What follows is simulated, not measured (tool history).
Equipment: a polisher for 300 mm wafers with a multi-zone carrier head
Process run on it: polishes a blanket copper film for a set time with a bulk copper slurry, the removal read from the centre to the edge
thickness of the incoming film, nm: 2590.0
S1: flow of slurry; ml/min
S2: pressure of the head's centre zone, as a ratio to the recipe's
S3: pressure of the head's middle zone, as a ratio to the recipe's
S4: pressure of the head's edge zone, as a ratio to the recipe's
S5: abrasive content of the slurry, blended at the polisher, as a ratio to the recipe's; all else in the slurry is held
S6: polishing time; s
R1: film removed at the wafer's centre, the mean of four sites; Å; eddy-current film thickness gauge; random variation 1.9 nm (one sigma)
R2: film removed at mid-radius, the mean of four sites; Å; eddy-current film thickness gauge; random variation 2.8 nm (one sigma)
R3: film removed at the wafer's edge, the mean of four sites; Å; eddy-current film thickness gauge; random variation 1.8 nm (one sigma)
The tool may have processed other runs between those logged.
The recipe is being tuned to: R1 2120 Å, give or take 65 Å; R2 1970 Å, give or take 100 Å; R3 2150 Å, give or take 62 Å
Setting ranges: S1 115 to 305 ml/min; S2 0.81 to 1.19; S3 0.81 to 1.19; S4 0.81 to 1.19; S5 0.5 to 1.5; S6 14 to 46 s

{"run": 1, "day": 0.0, "S1": 195, "S2": 1, "S3": 1, "S4": 1, "S5": 1, "S6": 30, "R1": 2312.9, "R2": 2368.3, "R3": 2449.2}
{"run": 2, "day": 0.175, "S1": 190, "S2": 1, "S3": 0.98, "S4": 0.98, "S5": 0.95, "S6": 30, "R1": 2303.7, "R2": 2279.5, "R3": 2357.4}
{"run": 3, "day": 0.225, "S1": 190, "S2": 1, "S3": 0.98, "S4": 0.98, "S5": 1.1, "S6": 30, "R1": 2416, "R2": 2353.8, "R3": 2479}
{"run": 4, "day": 0.425, "S1": 190, "S2": 1, "S3": 0.93, "S4": 0.98, "S5": 1.1, "S6": 30, "R1": 2398.5, "R2": 2255.5, "R3": 2439.8}
{"run": 5, "day": 0.621, "S1": 190, "S2": 1, "S3": 0.93, "S4": 0.98, "S5": 1.3, "S6": 30, "R1": 2529, "R2": 2349.5, "R3": 2588.5}
{"day": 0.783, "done": "worn pad replaced by a new one"}
{"run": 6, "day": 0.783, "S1": 190, "S2": 1, "S3": 0.93, "S4": 0.98, "S5": 1.3, "S6": 33, "R1": 2959.2, "R2": 2756.6, "R3": 2997.9}
{"run": 7, "day": 1.042, "S1": 185, "S2": 0.99, "S3": 0.91, "S4": 0.96, "S5": 1.2, "S6": 33, "R1": 2820.7, "R2": 2702.1, "R3": 2951.6}
{"run": 8, "day": 1.329, "S1": 185, "S2": 1, "S3": 0.91, "S4": 0.96, "S5": 1.1, "S6": 32, "R1": 2713.5, "R2": 2545, "R3": 2768.7}
{"run": 9, "day": 1.638, "S1": 185, "S2": 1.01, "S3": 0.91, "S4": 0.97, "S5": 1, "S6": 31, "R1": 2628.9, "R2": 2366.6, "R3": 2640.8}
{"run": 10, "day": 1.825, "S1": 185, "S2": 1.01, "S3": 0.91, "S4": 0.97, "S5": 0.95, "S6": 30, "R1": 2507.6, "R2": 2345.5, "R3": 2517.4}
{"run": 11, "day": 1.938, "S1": 180, "S2": 1.02, "S3": 0.92, "S4": 0.99, "S5": 0.9, "S6": 29, "R1": 2390.1, "R2": 2219.9, "R3": 2456.2}
{"run": 12, "day": 1.967, "S1": 180, "S2": 1.02, "S3": 0.91, "S4": 0.98, "S5": 0.85, "S6": 29, "R1": 2352, "R2": 2129.9, "R3": 2407.1}
{"run": 13, "day": 2.067, "S1": 180, "S2": 1.02, "S3": 0.91, "S4": 0.97, "S5": 0.8, "S6": 29, "R1": 2297.7, "R2": 2081.3, "R3": 2303.1}

Exercise: of the 4 proposed moves below, exactly one satisfies all targets within the stated allowed misses. Which move is it?
{"run": "A", "day": 2.167, "S1": 140, "S2": 1.08, "S3": 0.95, "S4": 0.92, "S5": 0.7, "S6": 28, "R1": "?", "R2": "?", "R3": "?"}
{"run": "B", "day": 2.167, "S1": 190, "S2": 1.09, "S3": 0.92, "S4": 0.92, "S5": 0.65, "S6": 30, "R1": "?", "R2": "?", "R3": "?"}
{"run": "C", "day": 2.167, "S1": 195, "S2": 0.91, "S3": 0.96, "S4": 1, "S5": 0.75, "S6": 30, "R1": "?", "R2": "?", "R3": "?"}
{"run": "D", "day": 2.167, "S1": 185, "S2": 1.04, "S3": 0.95, "S4": 1.04, "S5": 1.05, "S6": 24, "R1": "?", "R2": "?", "R3": "?"}

move=A R1=2160.1 R2=1941.6 R3=2021
move=B R1=2455.6 R2=2113.2 R3=2221.9
move=C R1=2136 R2=2283.8 R3=2404.8
move=D R1=2107.4 R2=1953.6 R3=2122
A: brings the result that was furthest off to its target, and leaves another outside
B: lands further from the targets than the last run did
C: brings the result that was furthest off to its target, and leaves another outside
D: every result lands within tolerance
The move that meets every target is D.

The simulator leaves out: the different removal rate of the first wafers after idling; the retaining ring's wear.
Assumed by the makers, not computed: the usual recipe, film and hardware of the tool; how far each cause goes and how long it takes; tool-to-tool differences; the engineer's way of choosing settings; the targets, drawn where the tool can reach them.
